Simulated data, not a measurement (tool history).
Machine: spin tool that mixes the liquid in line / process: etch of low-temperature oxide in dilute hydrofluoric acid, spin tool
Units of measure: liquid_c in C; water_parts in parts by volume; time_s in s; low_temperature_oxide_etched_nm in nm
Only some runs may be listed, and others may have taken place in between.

run  hour  liquid_c  water_parts  time_s  low_temperature_oxide_etched_nm
  1   0.0      25.0          250     310                           21.925
  2   6.5      25.0          250     330                           23.247
  3  12.5      25.0          295     330                           18.928
  4  17.5      23.5          295     330                           17.876
  5  25.1      23.5          295     330                           17.982
  6  32.1      21.5          295     330                           16.814
  7  35.0      23.0          270     330                           19.681
  8  41.0      24.5          250     330                           22.941
  9  45.7      25.5          230     330                           26.493
 10  52.7      26.5          215     330                           29.687

Expected results for the next run?
 11  60.5      27.5          205     330                                ?

For run 11 the tool returned low_temperature_oxide_etched_nm 32.757 nm.

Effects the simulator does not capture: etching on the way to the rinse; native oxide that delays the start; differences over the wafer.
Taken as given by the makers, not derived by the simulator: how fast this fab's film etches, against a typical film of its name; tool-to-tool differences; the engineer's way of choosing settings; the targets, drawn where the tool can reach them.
